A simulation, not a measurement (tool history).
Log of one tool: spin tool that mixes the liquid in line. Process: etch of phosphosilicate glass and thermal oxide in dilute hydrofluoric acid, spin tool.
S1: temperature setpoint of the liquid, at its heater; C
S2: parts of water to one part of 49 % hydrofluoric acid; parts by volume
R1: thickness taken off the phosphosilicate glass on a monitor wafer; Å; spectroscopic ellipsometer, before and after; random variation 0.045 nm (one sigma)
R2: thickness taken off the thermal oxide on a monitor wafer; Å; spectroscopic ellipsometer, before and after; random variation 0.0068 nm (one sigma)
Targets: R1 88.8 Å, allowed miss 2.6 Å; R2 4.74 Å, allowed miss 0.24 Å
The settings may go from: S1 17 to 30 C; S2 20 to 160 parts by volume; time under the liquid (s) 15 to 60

Run 1, hour 0: S1 22 C, S2 90 parts by volume, time under the liquid (s) 30. Result: R1 294.52 Å, R2 15.243 Å.
Run 2, hour 0.7: S1 25 C, S2 90 parts by volume, time under the liquid (s) 30. Result: R1 332.51 Å, R2 17.942 Å.
Run 3, hour 9.3: S1 25 C, S2 90 parts by volume, time under the liquid (s) 20. Result: R1 221.92 Å, R2 11.663 Å.
Run 4, hour 17.3: S1 25 C, S2 90 parts by volume, time under the liquid (s) 30. Result: R1 333.79 Å, R2 17.748 Å.
Run 5, hour 24.9: S1 25 C, S2 90 parts by volume, time under the liquid (s) 40. Result: R1 440.97 Å, R2 24.061 Å.
Run 6, hour 31.2: S1 24 C, S2 110 parts by volume, time under the liquid (s) 35. Result: R1 296.36 Å, R2 16.246 Å.
Run 7, hour 36.8: S1 22.5 C, S2 125 parts by volume, time under the liquid (s) 30. Result: R1 206.22 Å, R2 11.191 Å.
Run 8, hour 45.6: S1 21.5 C, S2 135 parts by volume, time under the liquid (s) 30. Result: R1 180.48 Å, R2 9.8619 Å.
Run 9, hour 51.8: S1 17.5 C, S2 160 parts by volume, time under the liquid (s) 20. Result: R1 85.204 Å, R2 4.5396 Å.
At hour 60.7: hydrofluoric acid flow meter replaced.
Run 10, hour 60.7: S1 18 C, S2 160 parts by volume, time under the liquid (s) 20. Result: R1 80.322 Å, R2 4.2976 Å.
Run 11, hour 66: S1 18.5 C, S2 160 parts by volume, time under the liquid (s) 20. Result: R1 82.122 Å, R2 4.4622 Å.

4 next moves are on the table. One of them brings every result within its allowed miss. Which?
Run A, hour 71.3: S1 18 C, S2 130 parts by volume, time under the liquid (s) 15. Result: R1 ?, R2 ?.
Run B, hour 71.3: S1 23 C, S2 160 parts by volume, time under the liquid (s) 15. Result: R1 ?, R2 ?.
Run C, hour 71.3: S1 18 C, S2 160 parts by volume, time under the liquid (s) 20. Result: R1 ?, R2 ?.
Run D, hour 71.3: S1 19 C, S2 150 parts by volume, time under the liquid (s) 20. Result: R1 ?, R2 ?.

move      R1      R2
   A  76.505  4.0632
   B  73.443  3.9005
   C  80.432  4.2717
   D  90.217  4.7914
A: further off than the last run
B: further off than the last run
C: further off than the last run
D: meets every target
Move D is the one to make.
